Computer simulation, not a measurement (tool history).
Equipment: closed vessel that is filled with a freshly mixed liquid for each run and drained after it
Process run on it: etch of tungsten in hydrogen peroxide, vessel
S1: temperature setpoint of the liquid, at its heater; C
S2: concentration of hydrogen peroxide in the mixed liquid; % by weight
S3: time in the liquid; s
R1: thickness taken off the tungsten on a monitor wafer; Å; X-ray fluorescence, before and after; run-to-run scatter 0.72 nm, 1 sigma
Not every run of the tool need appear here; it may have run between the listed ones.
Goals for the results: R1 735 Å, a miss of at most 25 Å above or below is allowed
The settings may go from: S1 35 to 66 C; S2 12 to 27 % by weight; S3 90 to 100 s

| run | hour | S1 | S2 | S3 | R1 |
|---|---|---|---|---|---|
| 1 | 0 | 51 | 18 | 90 | 1327.7 |
| 2 | 2.7 | 51 | 18 | 90 | 1354.6 |
| 3 | 10.1 | 48.5 | 18 | 90 | 1163.5 |
| 4 | 16.5 | 48.5 | 18 | 90 | 1156.4 |
| 5 | 23.9 | 48.5 | 18 | 90 | 1155.4 |
| 6 | 26.7 | 53.5 | 18 | 90 | 1592.1 |
| 7 | 31.6 | 50.5 | 18 | 90 | 1321.3 |
| 8 | 38 | 48 | 18 | 90 | 1122.8 |
| 9 | 39.5 | 46 | 18 | 90 | 994.12 |
| 10 | 41 | 40 | 18 | 90 | 682.66 |
| 11 | 48.5 | 40.5 | 18 | 90 | 708.91 |
| 12 | 50.4 | 40.5 | 18 | 90 | 701.61 |

Exercise: of the 5 proposed moves below, exactly one satisfies all targets within the stated allowed misses. Which move is it?
| A | 52.3 | 39.5 | 19.5 | 90 | ? |
| B | 52.3 | 40.5 | 17 | 90 | ? |
| C | 52.3 | 39 | 21 | 95 | ? |
| D | 52.3 | 40 | 15.5 | 95 | ? |
| E | 52.3 | 40 | 19 | 90 | ? |

| move | R1 |
|---|---|
| A | 674.92 |
| B | 672.55 |
| C | 715.52 |
| D | 656.2 |
| E | 688.28 |
A: the biggest miss grows against the last run
B: the biggest miss grows against the last run
C: all results land within tolerance of their targets
D: the biggest miss grows against the last run
E: the biggest miss grows against the last run
So the answer is move C, the one that meets all the targets.

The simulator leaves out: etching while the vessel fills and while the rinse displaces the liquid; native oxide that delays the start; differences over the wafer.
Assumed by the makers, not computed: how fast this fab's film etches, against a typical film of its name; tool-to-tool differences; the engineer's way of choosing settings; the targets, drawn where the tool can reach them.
